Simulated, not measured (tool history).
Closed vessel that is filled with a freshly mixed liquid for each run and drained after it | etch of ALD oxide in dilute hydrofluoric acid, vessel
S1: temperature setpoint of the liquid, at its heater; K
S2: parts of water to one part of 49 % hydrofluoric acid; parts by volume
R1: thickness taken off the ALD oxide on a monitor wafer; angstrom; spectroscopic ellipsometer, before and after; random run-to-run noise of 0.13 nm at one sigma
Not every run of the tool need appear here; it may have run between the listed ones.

run 1 hour=0.0 | S1=294.15 S2=185 time_in_the_liquid_(s)=55 | R1=62.439
run 2 hour=5.7 | S1=296.65 S2=160 time_in_the_liquid_(s)=55 | R1=82.815
run 3 hour=7.3 | S1=298.15 S2=145 time_in_the_liquid_(s)=55 | R1=97.552
run 4 hour=11.2 | S1=299.15 S2=135 time_in_the_liquid_(s)=55 | R1=111.800
run 5 hour=13.2 | S1=299.15 S2=135 time_in_the_liquid_(s)=40 | R1=79.371
run 6 hour=18.0 | S1=299.65 S2=110 time_in_the_liquid_(s)=40 | R1=103.650
run 7 hour=21.0 | S1=300.15 S2=100 time_in_the_liquid_(s)=40 | R1=116.630

Run 8 has not been measured yet. What should we expect?
run 8 hour=24.6 | S1=300.65 S2=95 time_in_the_liquid_(s)=40 | R1=?

{"run 8": {"R1": 128.71}}
